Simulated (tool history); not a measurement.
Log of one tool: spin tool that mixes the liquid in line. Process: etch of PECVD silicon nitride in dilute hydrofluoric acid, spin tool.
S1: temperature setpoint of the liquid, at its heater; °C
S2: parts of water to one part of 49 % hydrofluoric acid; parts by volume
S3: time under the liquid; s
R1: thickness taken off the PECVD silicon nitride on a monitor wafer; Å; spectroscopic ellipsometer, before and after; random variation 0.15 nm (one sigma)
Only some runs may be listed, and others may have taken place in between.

run  hour    S1   S2   S3       R1
  1   0.0  25.0  145  310   99.199
  2   4.5  26.5  120  310  132.800
  3  10.6  26.5   95  310  167.170
  4  12.9  28.0   85  310  204.620
  5  14.0  29.0   80  310  231.860
  6  16.7  29.0   80  310  233.800
  7  24.1  30.0   75  310  265.780

Predict the results of run 8:
  8  30.9  30.0  75  310   ?

{"run 8": {"R1": 264.59}}
